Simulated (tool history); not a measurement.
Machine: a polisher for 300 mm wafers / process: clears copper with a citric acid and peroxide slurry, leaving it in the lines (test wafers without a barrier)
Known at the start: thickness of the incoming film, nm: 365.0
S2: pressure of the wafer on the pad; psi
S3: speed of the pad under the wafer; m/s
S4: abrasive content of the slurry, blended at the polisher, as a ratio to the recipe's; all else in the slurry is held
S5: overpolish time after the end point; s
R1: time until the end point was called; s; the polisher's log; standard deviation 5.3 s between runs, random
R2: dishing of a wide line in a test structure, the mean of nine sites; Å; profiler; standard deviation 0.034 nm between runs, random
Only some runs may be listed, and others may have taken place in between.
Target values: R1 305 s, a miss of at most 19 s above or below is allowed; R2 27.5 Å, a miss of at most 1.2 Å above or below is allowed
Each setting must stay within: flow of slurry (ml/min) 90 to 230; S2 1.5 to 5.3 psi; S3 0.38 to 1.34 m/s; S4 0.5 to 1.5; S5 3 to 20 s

run 1 hour=0 | flow_of_slurry_(ml/min)=150 S2=3.4 S3=0.86 S4=1 S5=10 | R1=150.53 R2=171.32
run 2 hour=1.1 | flow_of_slurry_(ml/min)=145 S2=2.9 S3=0.76 S4=0.95 S5=8 | R1=203.45 R2=106.98
run 3 hour=4.9 | flow_of_slurry_(ml/min)=140 S2=2.6 S3=0.7 S4=0.95 S5=7 | R1=238.39 R2=79.82
run 4 hour=6.1 | flow_of_slurry_(ml/min)=125 S2=2.3 S3=0.64 S4=1.1 S5=6 | R1=290.68 R2=57.22
run 5 hour=14.9 | flow_of_slurry_(ml/min)=125 S2=1.7 S3=0.64 S4=1.1 S5=6 | R1=385.25 R2=43.921
run 6 hour=23.2 | flow_of_slurry_(ml/min)=100 S2=1.7 S3=0.64 S4=1.1 S5=6 | R1=394.49 R2=41.02
run 7 hour=27.1 | flow_of_slurry_(ml/min)=95 S2=1.8 S3=0.62 S4=1.2 S5=5 | R1=390.4 R2=35.666
run 8 hour=32.3 | flow_of_slurry_(ml/min)=95 S2=1.9 S3=0.6 S4=1.3 S5=4 | R1=380.18 R2=29.664
run 9 hour=34.7 | flow_of_slurry_(ml/min)=95 S2=2.1 S3=0.58 S4=1.35 S5=4 | R1=352.86 R2=31.585
run 10 hour=37.1 | flow_of_slurry_(ml/min)=95 S2=2.2 S3=0.56 S4=1.4 S5=4 | R1=339.29 R2=32.368
run 11 hour=44.9 | flow_of_slurry_(ml/min)=95 S2=2.2 S3=0.56 S4=1.45 S5=4 | R1=348.93 R2=32.886

Consider the 5 candidate settings below. Which is the only one whose results all fall within their allowed miss of target?
run A hour=52.7 | flow_of_slurry_(ml/min)=95 S2=2.3 S3=0.38 S4=1.5 S5=4 | R1=? R2=?
run B hour=52.7 | flow_of_slurry_(ml/min)=90 S2=2.4 S3=0.5 S4=1.5 S5=3 | R1=? R2=?
run C hour=52.7 | flow_of_slurry_(ml/min)=95 S2=2.7 S3=0.52 S4=1.35 S5=3 | R1=? R2=?
run D hour=52.7 | flow_of_slurry_(ml/min)=90 S2=3 S3=0.38 S4=1.5 S5=3 | R1=? R2=?
run E hour=52.7 | flow_of_slurry_(ml/min)=95 S2=2.3 S3=0.52 S4=1.45 S5=3 | R1=? R2=?

move=A R1=430.84 R2=26.18
move=B R1=346.39 R2=24.445
move=C R1=302.03 R2=28.007
move=D R1=341.02 R2=24.852
move=E R1=347.22 R2=24.382
A: pushes the last run's worst result past its target
B: pushes the last run's worst result past its target
C: hits every target within its allowed miss
D: pushes the last run's worst result past its target
E: pushes the last run's worst result past its target
C meets every target.
